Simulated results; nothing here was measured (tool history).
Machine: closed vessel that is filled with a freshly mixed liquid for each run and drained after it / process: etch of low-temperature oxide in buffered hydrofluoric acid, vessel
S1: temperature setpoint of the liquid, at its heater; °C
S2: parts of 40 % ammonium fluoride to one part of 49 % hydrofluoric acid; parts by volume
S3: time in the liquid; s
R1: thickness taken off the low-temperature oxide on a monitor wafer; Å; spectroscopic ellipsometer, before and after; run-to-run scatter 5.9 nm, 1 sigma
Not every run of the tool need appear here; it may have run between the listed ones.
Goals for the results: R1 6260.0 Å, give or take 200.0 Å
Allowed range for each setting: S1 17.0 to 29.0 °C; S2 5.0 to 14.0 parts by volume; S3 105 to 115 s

run	hour	S1	S2	S3	R1
1	0.0	21.0	8.5	105	3383.3
2	3.7	21.0	7.5	105	3972.4
3	8.3	21.0	7.5	105	3891.3
4	9.8	21.0	6.0	105	4795.3
5	18.7	21.0	6.0	105	4788.6
6	25.5	17.5	6.0	105	3973.7
7	30.2	20.5	6.0	105	4682.6
8	35.0	22.0	6.0	105	5072.5
9	43.1	23.0	6.0	105	5423.3
10	48.5	24.0	6.0	105	5748.5

5 next moves are on the table. One of them brings every result within its allowed miss. Which?
A	53.9	20.0	5.0	105	?
B	53.9	25.5	7.5	110	?
C	53.9	24.5	5.5	105	?
D	53.9	25.0	7.5	110	?
E	53.9	21.5	6.5	110	?

move	R1
A	5301.1
B	5227.0
C	6264.4
D	5087.7
E	4826.4
A: misses by more than the last run did
B: misses by more than the last run did
C: all results land within tolerance of their targets
D: misses by more than the last run did
E: misses by more than the last run did
C meets every target.

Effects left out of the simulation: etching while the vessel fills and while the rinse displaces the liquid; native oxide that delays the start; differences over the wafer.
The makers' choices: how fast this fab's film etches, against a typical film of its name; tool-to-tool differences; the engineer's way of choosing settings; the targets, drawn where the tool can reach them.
